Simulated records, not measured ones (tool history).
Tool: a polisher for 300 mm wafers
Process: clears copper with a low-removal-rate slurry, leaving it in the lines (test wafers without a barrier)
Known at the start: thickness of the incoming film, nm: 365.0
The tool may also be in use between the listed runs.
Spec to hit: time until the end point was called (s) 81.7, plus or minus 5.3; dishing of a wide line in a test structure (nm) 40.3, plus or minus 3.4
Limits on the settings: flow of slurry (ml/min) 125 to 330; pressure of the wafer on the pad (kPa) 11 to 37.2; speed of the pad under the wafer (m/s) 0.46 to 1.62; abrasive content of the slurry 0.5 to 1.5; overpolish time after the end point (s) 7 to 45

run    day  flow of slurry (ml/min)  pressure of the wafer on the pad (kPa)  speed of the pad under the wafer (m/s)  abrasive content of the slurry  overpolish time after the end point (s)  time until the end point was called (s)  dishing of a wide line in a test structure (nm)
  1      0                      210                                    24.1                                    1.04                               1                                       23                                   84.417                                           54.389
  2  0.096                      210                                    24.1                                    1.04                             1.2                                       23                                   81.978                                           56.021
  3  0.362                      210                                    24.1                                    0.88                             1.2                                       23                                   94.513                                           51.952
  4  0.475                      210                                    24.8                                    0.88                             1.2                                       21                                   92.329                                           52.686
  5  0.625                      210                                    24.8                                    0.88                             1.4                                       21                                   87.531                                           49.592
  6  0.696                      210                                    24.8                                    0.68                             1.4                                       21                                   102.14                                           43.609
  7  0.771                      210                                    25.5                                    0.68                             1.4                                       20                                    95.51                                           46.141
  8  0.842                      210                                    27.6                                    0.72                             1.4                                        9                                   89.649                                           23.803
  9  0.988                      215                                    28.3                                    0.76                             1.4                                       19                                   86.252                                           47.254

Which one of the following 5 next-run settings gets every result inside its allowed miss? There is exactly one.
  A  1.133                      260                                      29                                    0.66                            1.45                                       25                                        ?                                                ?
  B  1.133                      195                                    29.6                                    0.84                            1.45                                       11                                        ?                                                ?
  C  1.133                      245                                    26.9                                    0.64                            1.45                                       22                                        ?                                                ?
  D  1.133                      190                                    32.4                                    0.72                             1.2                                       15                                        ?                                                ?
  E  1.133                      215                                    34.5                                    0.52                             1.2                                       29                                        ?                                                ?

move  time until the end point was called (s)  dishing of a wide line in a test structure (nm)
   A                                   86.509                                           60.114
   B                                   77.167                                           34.399
   C                                   93.712                                           51.297
   D                                   80.963                                           42.974
   E                                   89.091                                           66.228
A: lands further from the targets than the last run did
B: carries the result that was furthest off beyond its target, to the other side
C: lands further from the targets than the last run did
D: hits every target within its allowed miss
E: lands further from the targets than the last run did
Correct choice: D, which meets every target
